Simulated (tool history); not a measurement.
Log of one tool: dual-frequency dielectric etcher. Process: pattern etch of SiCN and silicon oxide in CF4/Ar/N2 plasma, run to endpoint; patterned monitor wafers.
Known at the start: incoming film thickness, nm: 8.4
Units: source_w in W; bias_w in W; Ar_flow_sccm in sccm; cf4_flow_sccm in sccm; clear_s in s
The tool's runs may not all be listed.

run 1 hour=0 | source_w=490 bias_w=58 Ar_flow_sccm=84 cf4_flow_sccm=43 | clear_s=10.166
run 2 hour=6.4 | source_w=490 bias_w=58 Ar_flow_sccm=84 cf4_flow_sccm=38 | clear_s=10.441
run 3 hour=13.7 | source_w=480 bias_w=58 Ar_flow_sccm=84 cf4_flow_sccm=38 | clear_s=10.545
run 4 hour=20.6 | source_w=480 bias_w=58 Ar_flow_sccm=74 cf4_flow_sccm=38 | clear_s=10.455
run 5 hour=23.6 | source_w=470 bias_w=58 Ar_flow_sccm=74 cf4_flow_sccm=38 | clear_s=10.549
run 6 hour=28.2 | source_w=460 bias_w=58 Ar_flow_sccm=74 cf4_flow_sccm=38 | clear_s=10.943

Forecast run 7:
run 7 hour=32.1 | source_w=450 bias_w=58 Ar_flow_sccm=74 cf4_flow_sccm=38 | clear_s=?

clear_s: 11.227 s

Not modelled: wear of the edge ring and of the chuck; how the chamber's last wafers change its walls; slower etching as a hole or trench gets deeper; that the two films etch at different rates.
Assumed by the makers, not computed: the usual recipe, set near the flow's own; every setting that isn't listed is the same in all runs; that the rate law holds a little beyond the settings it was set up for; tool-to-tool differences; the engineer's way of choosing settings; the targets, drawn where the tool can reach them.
